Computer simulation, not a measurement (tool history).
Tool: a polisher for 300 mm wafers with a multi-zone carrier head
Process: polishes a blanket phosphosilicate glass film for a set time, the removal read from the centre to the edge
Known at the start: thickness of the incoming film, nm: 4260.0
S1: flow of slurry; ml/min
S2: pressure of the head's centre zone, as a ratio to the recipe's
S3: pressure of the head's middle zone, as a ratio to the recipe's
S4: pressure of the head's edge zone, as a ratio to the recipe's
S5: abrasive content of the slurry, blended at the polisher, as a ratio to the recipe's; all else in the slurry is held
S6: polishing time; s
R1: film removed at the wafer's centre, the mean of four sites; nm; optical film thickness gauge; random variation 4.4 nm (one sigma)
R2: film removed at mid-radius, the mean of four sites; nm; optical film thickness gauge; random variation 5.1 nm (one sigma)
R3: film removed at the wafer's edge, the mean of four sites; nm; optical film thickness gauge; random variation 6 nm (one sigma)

run 1 hour=0.0 | S1=135 S2=1.00 S3=1.00 S4=1.00 S5=1.00 S6=53 | R1=379.81 R2=389.82 R3=367.92
run 2 hour=7.4 | S1=135 S2=1.00 S3=1.00 S4=1.00 S5=0.80 S6=53 | R1=348.41 R2=356.72 R3=332.71
run 3 hour=13.8 | S1=135 S2=1.00 S3=1.00 S4=1.00 S5=0.60 S6=53 | R1=302.33 R2=312.89 R3=294.66
run 4 hour=17.0 | S1=140 S2=1.01 S3=1.00 S4=1.02 S5=0.70 S6=54 | R1=338.56 R2=350.27 R3=325.00
run 5 hour=25.4 | S1=140 S2=1.02 S3=1.00 S4=1.04 S5=0.80 S6=54 | R1=363.49 R2=367.83 R3=350.18
run 6 hour=32.0 | S1=145 S2=1.03 S3=1.01 S4=1.06 S5=0.90 S6=54 | R1=389.80 R2=397.00 R3=371.32
run 7 hour=34.8 | S1=145 S2=1.04 S3=1.01 S4=1.07 S5=1.00 S6=55 | R1=415.75 R2=416.40 R3=401.30
run 8 hour=42.7 | S1=150 S2=1.05 S3=1.02 S4=1.08 S5=1.05 S6=55 | R1=430.11 R2=435.65 R3=412.01
run 9 hour=43.3 | S1=150 S2=1.06 S3=1.02 S4=1.09 S5=1.10 S6=56 | R1=448.21 R2=443.81 R3=431.04

Forecast run 10:
run 10 hour=49.1 | S1=155 S2=1.07 S3=1.03 S4=1.10 S5=1.15 S6=57 | R1=? R2=? R3=?

{"run 10": {"R1": 472.29, "R2": 466.98, "R3": 444.88}}

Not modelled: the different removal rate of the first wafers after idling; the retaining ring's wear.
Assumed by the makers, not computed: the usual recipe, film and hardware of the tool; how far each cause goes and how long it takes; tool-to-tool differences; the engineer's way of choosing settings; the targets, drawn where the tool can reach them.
